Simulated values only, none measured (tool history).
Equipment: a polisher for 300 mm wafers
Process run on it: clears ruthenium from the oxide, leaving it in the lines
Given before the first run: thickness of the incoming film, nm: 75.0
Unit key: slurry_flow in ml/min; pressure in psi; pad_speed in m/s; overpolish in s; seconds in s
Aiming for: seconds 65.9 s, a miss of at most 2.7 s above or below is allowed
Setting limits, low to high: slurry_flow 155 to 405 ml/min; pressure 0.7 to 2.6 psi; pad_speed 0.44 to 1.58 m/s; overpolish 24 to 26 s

run    day  slurry_flow  pressure  pad_speed  overpolish  seconds
  1      0          260       1.6          1          24   82.987
  2  0.267          260       1.6        0.9          24   90.936
  3  0.588          260       1.7        0.9          24   85.698
  4  0.754          260       1.7        0.9          26     84.4
  5  0.779          260       1.8        0.9          26   81.906
  6  1.046          310       1.8        0.9          26   79.072
  7  1.388          310       1.9        0.9          26   76.592
  8  1.425          310         2        0.9          26   71.863
  9    1.6          310       2.1        0.9          26   67.534
 10  1.971          310       2.1        0.9          26   68.563

Pick the move, out of 4, that brings all results within their allowed miss; only one does.
  A  2.342          300       1.9       1.04          24        ?
  B  2.342          195       2.3          1          24        ?
  C  2.342          295       2.3        0.8          26        ?
  D  2.342          305         2       0.88          26        ?

move  seconds
   A   66.318
   B   60.321
   C   71.037
   D   74.045
A: every result within its allowed miss
B: moves the result that the last run missed by most past its target, out the other side
C: moves away from the targets compared with the last run
D: moves away from the targets compared with the last run
Go with A: it meets all targets.
